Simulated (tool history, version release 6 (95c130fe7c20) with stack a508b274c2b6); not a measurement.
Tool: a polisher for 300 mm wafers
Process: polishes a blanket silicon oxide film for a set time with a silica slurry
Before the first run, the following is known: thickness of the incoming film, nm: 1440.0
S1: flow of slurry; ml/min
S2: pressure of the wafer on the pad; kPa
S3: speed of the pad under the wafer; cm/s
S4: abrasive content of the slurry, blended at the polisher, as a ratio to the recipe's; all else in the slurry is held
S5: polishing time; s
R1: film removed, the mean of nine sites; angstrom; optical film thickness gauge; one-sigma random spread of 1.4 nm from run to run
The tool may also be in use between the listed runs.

| run | hour | S1 | S2 | S3 | S4 | S5 | R1 |
|---|---|---|---|---|---|---|---|
| 1 | 0 | 130 | 32.4 | 112 | 1 | 37 | 1050.4 |
| 2 | 8.9 | 130 | 38.6 | 112 | 1 | 37 | 1198.4 |
| 3 | 11.9 | 130 | 34.5 | 112 | 1 | 37 | 1090.5 |
| 4 | 20.5 | 105 | 34.5 | 112 | 1 | 37 | 1048.5 |
| 5 | 25.6 | 105 | 26.9 | 112 | 1 | 37 | 869.27 |
| 6 | 28.2 | 125 | 26.9 | 112 | 1 | 37 | 899.92 |
| 7 | 31.7 | 130 | 29.6 | 112 | 1 | 37 | 982.37 |
| 8 | 36.8 | 140 | 31.7 | 112 | 1 | 37 | 1053.3 |
| 9 | 44.1 | 150 | 33.1 | 112 | 1 | 37 | 1102.4 |

The next listed run, before its measurement:
| 10 | 45.3 | 155 | 33.8 | 112 | 1 | 37 | ? |

R1: 1141.4 angstrom
